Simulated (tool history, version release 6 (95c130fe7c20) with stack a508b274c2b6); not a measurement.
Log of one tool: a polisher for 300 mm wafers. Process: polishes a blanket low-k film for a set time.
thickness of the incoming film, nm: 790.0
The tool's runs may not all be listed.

run  hour  flow of slurry (ml/min)  pressure of the wafer on the pad (kPa)  speed of the pad under the wafer (cm/s)  abrasive content of the slurry  polishing time (s)  film removed (angstrom)
  1     0                      190                                    16.5                                      104                               1                  52                   208.56
  2   7.5                      190                                    16.5                                       86                               1                  52                   175.72
  3  13.5                      160                                    16.5                                       86                               1                  52                   167.24
  4  14.6                      195                                    16.5                                       86                               1                  52                   183.78
  5  16.9                      185                                    15.9                                       86                               1                  52                   170.83
  6  18.7                      180                                    15.2                                       86                               1                  52                   158.04
  7  25.7                      175                                    14.5                                       86                               1                  52                   158.83
  8    33                      170                                    13.8                                       86                               1                  52                   148.52

Run 9 comes next. What will it give?
  9  39.4                      165                                    10.3                                       84                               1                  52                        ?

{"run 9": {"film removed (angstrom)": 108.14}}
